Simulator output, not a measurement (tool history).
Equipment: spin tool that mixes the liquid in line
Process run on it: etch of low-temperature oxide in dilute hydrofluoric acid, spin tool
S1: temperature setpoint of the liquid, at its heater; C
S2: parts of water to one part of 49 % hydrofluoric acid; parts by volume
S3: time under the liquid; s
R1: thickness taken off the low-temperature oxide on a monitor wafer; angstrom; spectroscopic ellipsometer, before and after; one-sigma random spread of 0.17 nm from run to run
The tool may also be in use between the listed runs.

run,hour,S1,S2,S3,R1
1,0,24,60,55,105.1
2,6.1,24,70,55,91.403
3,7.8,26,60,55,114.71
4,10.2,26,60,60,124.96
5,12.3,26,60,55,115.99
6,15.7,29,60,55,128.54
7,19.6,32,35,55,258.2
8,22.7,31,35,55,250.3
9,23.4,30,35,55,239.98
10,29.5,29,35,55,230.38
11,30.4,28.5,35,55,227.41

The next listed run, before its measurement:
12,31,28,35,55,?

{"run 12": {"R1": 221.65}}
